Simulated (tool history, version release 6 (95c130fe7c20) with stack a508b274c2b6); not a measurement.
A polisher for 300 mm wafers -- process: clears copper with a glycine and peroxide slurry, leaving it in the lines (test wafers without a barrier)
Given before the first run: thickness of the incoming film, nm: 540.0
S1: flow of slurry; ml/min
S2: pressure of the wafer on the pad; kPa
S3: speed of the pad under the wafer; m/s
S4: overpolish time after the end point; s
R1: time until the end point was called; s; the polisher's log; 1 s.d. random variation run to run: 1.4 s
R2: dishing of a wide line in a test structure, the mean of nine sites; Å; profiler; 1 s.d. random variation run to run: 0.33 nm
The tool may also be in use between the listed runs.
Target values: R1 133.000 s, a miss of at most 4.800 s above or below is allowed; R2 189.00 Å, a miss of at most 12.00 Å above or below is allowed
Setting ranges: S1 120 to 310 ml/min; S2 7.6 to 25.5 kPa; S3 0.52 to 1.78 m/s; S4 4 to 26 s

run 1 day=0.000 | S1=200 S2=16.5 S3=1.14 S4=13 | R1=107.340 R2=427.15
run 2 day=0.312 | S1=200 S2=16.5 S3=1.26 S4=13 | R1=99.876 R2=458.46
run 3 day=0.471 | S1=210 S2=15.9 S3=1.24 S4=12 | R1=103.810 R2=414.46
run 4 day=0.771 | S1=210 S2=15.9 S3=1.24 S4=16 | R1=105.720 R2=490.11
run 5 day=0.933 | S1=170 S2=15.9 S3=1.24 S4=16 | R1=106.350 R2=506.70
run 6 day=1.125 | S1=185 S2=15.2 S3=1.26 S4=15 | R1=109.540 R2=472.58
run 7 day=1.496 | S1=200 S2=14.5 S3=1.24 S4=14 | R1=113.540 R2=438.35
run 8 day=1.717 | S1=215 S2=14.5 S3=1.18 S4=13 | R1=117.100 R2=393.42
run 9 day=1.946 | S1=270 S2=10.3 S3=1.16 S4=7 | R1=150.290 R2=184.98

Of the 5 settings listed for the next run, only one would bring every result within its allowed miss of target. Which one?
run A day=2.175 | S1=305 S2=11.0 S3=0.94 S4=7 | R1=? R2=?
run B day=2.175 | S1=265 S2=9.0 S3=1.00 S4=8 | R1=? R2=?
run C day=2.175 | S1=255 S2=13.1 S3=1.08 S4=6 | R1=? R2=?
run D day=2.175 | S1=280 S2=8.3 S3=1.12 S4=8 | R1=? R2=?
run E day=2.175 | S1=250 S2=9.7 S3=1.02 S4=8 | R1=? R2=?

move=A R1=167.020 R2=177.73
move=B R1=187.180 R2=179.82
move=C R1=134.400 R2=188.46
move=D R1=182.080 R2=183.48
move=E R1=176.210 R2=190.07
A: the biggest miss grows against the last run
B: the biggest miss grows against the last run
C: every result lands within tolerance
D: the biggest miss grows against the last run
E: the biggest miss grows against the last run
Go with C: it meets all targets.
